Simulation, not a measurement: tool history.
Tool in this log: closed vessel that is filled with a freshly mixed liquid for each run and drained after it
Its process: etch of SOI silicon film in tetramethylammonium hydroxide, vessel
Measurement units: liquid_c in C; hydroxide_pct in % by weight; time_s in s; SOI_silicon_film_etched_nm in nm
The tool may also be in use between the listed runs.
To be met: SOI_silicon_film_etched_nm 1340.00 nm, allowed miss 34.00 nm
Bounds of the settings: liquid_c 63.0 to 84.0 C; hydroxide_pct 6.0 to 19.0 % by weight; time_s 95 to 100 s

run,hour,liquid_c,hydroxide_pct,time_s,SOI_silicon_film_etched_nm
1,0.0,76.0,12.5,95,811.74
2,4.7,77.0,12.5,95,866.50
3,7.7,78.0,12.5,95,914.58
4,11.0,78.0,10.0,95,988.12
5,12.4,78.0,10.0,95,985.40
6,20.6,78.5,10.0,95,1025.30
7,25.6,79.0,10.0,95,1050.00
8,30.0,79.5,10.0,95,1078.70
9,34.5,80.0,10.0,95,1102.30
10,40.9,80.5,10.0,95,1140.10
11,49.1,84.0,10.0,95,1384.00

Exercise: of the 5 proposed moves below, exactly one satisfies all targets within the stated allowed misses. Which move is it?
A,57.3,83.0,9.0,100,?
B,57.3,84.0,11.0,95,?
C,57.3,83.5,9.0,95,?
D,57.3,84.0,11.0,100,?
E,57.3,84.0,10.0,100,?

move,SOI_silicon_film_etched_nm
A,1428.10
B,1331.00
C,1394.10
D,1401.00
E,1446.90
A: further off than the last run
B: each result inside its tolerance
C: further off than the last run
D: further off than the last run
E: further off than the last run
Correct choice: B, which meets every target
